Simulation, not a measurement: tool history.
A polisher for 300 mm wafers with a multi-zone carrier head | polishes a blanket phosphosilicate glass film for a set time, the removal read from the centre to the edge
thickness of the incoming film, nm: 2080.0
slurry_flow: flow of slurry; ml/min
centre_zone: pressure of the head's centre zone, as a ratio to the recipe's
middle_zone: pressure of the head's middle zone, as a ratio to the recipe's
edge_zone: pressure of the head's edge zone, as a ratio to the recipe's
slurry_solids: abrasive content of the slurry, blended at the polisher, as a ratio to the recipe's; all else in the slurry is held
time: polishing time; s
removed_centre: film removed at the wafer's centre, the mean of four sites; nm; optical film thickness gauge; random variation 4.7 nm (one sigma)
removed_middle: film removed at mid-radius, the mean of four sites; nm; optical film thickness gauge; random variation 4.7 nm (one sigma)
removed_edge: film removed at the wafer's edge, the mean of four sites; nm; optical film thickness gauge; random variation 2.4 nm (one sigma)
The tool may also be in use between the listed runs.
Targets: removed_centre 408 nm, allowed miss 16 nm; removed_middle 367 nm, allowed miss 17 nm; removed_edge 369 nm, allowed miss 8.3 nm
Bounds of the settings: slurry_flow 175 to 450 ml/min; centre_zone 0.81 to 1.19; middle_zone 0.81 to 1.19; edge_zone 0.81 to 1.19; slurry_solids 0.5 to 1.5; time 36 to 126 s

run,day,slurry_flow,centre_zone,middle_zone,edge_zone,slurry_solids,time,removed_centre,removed_middle,removed_edge
1,0,290,1,1,1,1,81,532.22,541.9,525.63
2,0.158,285,1.01,0.96,0.96,0.85,80,500.72,481.73,471.96
3,0.333,280,1,0.93,0.92,0.75,80,466.86,452.15,441.94
4,0.429,280,1.07,0.93,0.92,0.75,80,490.8,449.28,435.67
5,0.554,270,1.05,0.9,0.9,0.65,80,453.26,408.71,396.85
6,0.675,340,1.05,0.9,0.9,0.65,80,447.36,415.18,408.2
7,0.85,340,1.04,0.88,0.88,0.6,80,428.64,399.19,391.74
8,0.967,335,1.04,0.86,0.87,0.6,80,440.9,386.13,384.12
9,1.075,340,1.02,0.85,0.86,0.6,80,422.91,384.64,383.29
10,1.325,340,1.01,0.84,0.85,0.6,80,411.73,380.83,383.12
11,1.633,335,1.01,0.83,0.84,0.6,80,413.57,386.59,380.91
12,1.679,335,1.01,0.82,0.84,0.6,80,412.62,385.91,377.62
13,2,335,1.02,0.82,0.85,0.6,80,410.46,373.49,378.4
14,2.033,335,1.02,0.82,0.84,0.6,80,419.93,384.56,379.63

4 next moves are on the table. One of them brings every result within its allowed miss. Which?
A,2.067,315,1.14,0.81,0.86,0.65,74,?,?,?
B,2.067,275,1.08,0.93,0.81,0.6,80,?,?,?
C,2.067,390,0.89,1,0.81,1,58,?,?,?
D,2.067,375,1.01,0.81,0.84,0.7,71,?,?,?

move,removed_centre,removed_middle,removed_edge
A,439.64,355.05,372.17
B,427.95,389.8,371.48
C,354.88,393.48,356.7
D,403.59,360.22,372.47
A: brings the result that was furthest off to its target, and leaves another outside
B: brings the result that was furthest off to its target, and leaves another outside
C: takes the result that was furthest off past its target
D: meets every target
Answer: D
